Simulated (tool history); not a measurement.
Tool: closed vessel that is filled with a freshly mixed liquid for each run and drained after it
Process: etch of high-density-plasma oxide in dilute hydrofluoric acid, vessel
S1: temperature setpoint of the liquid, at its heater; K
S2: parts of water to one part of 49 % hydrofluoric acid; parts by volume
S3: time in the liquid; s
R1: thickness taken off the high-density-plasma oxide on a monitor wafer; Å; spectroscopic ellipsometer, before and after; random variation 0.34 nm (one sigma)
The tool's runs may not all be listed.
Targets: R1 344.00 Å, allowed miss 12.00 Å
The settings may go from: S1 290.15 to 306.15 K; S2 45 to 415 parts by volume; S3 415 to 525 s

run	hour	S1	S2	S3	R1
1	0.0	298.15	230	525	144.69
2	0.7	298.15	230	415	117.92
3	9.0	296.65	230	415	111.14
4	11.4	299.15	230	415	119.03
# hour 19.8: hydrofluoric acid flow meter replaced
5	19.8	299.15	230	525	167.54
6	24.0	299.15	300	525	119.54
7	27.8	299.15	300	525	121.72
8	31.8	300.65	260	525	151.69
9	37.8	301.65	235	525	178.96
10	45.6	302.65	215	525	205.00
11	49.1	303.15	200	525	230.52
12	55.8	303.65	190	525	247.87
13	61.4	304.15	180	525	273.83
14	62.7	304.65	175	525	283.87
15	64.5	305.15	170	525	304.19
16	66.9	305.15	165	525	312.81
17	73.2	305.65	160	525	335.20
18	74.1	305.65	160	525	330.04

Which of these 4 next moves meets every target?
A	75.0	303.15	150	500	?
B	75.0	305.65	140	465	?
C	75.0	305.65	140	500	?
D	75.0	305.65	165	525	?

move	R1
A	311.89
B	344.37
C	370.29
D	318.71
A: further off than the last run
B: meets every target
C: takes the result that was furthest off past its target
D: further off than the last run
Answer: B
